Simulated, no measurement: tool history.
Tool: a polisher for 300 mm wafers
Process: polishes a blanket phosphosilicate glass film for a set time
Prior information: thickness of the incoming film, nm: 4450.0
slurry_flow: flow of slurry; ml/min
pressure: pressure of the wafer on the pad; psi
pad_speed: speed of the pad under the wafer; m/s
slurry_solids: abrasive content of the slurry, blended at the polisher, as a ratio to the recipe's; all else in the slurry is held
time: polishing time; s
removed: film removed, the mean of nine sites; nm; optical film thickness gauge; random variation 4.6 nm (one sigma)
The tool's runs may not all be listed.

run,day,slurry_flow,pressure,pad_speed,slurry_solids,time,removed
1,0.000,205,3.7,0.96,1.0,31,392.17
2,0.083,205,3.9,0.96,1.0,31,402.81
3,0.271,205,4.1,0.96,1.0,31,422.81
4,0.300,205,4.1,0.74,1.0,31,347.29
# day 0.546: head pressure recalibrated
5,0.546,165,4.1,0.74,1.0,31,310.65
6,0.658,165,4.1,0.74,1.2,31,332.98

For run 7, what comes out?
7,0.721,180,5.1,0.76,1.2,31,?

Run 7 yielded removed 410.17 nm.
